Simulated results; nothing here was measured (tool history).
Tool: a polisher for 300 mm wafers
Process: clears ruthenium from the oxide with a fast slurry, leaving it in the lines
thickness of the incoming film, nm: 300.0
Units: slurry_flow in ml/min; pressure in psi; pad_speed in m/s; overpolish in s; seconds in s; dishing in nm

run	day	slurry_flow	pressure	pad_speed	slurry_solids	overpolish	seconds	dishing
1	0	185	2.6	1.16	1	24	63.242	78.994
2	0.212	185	2.6	1.16	1	23	62.601	77.473
3	0.421	185	2.6	1.16	1	22	62.801	76.273
4	0.5	185	2.6	1.16	0.85	22	68.567	70.928
5	0.842	185	2.6	1.16	0.85	30	68.366	91.722
6	1.004	185	2.6	1.16	0.75	30	72.539	88.266
7	1.117	185	2.6	1.16	0.75	29	72.199	84.944
8	1.346	185	2.6	1.16	0.75	28	73.624	81.371
9	1.433	185	2.6	1.16	0.75	27	72.634	79.227

The next listed run, before its measurement:
10	1.708	185	2.5	1.16	0.75	16	?	?

seconds: 72.583 s
dishing: 51.279 nm

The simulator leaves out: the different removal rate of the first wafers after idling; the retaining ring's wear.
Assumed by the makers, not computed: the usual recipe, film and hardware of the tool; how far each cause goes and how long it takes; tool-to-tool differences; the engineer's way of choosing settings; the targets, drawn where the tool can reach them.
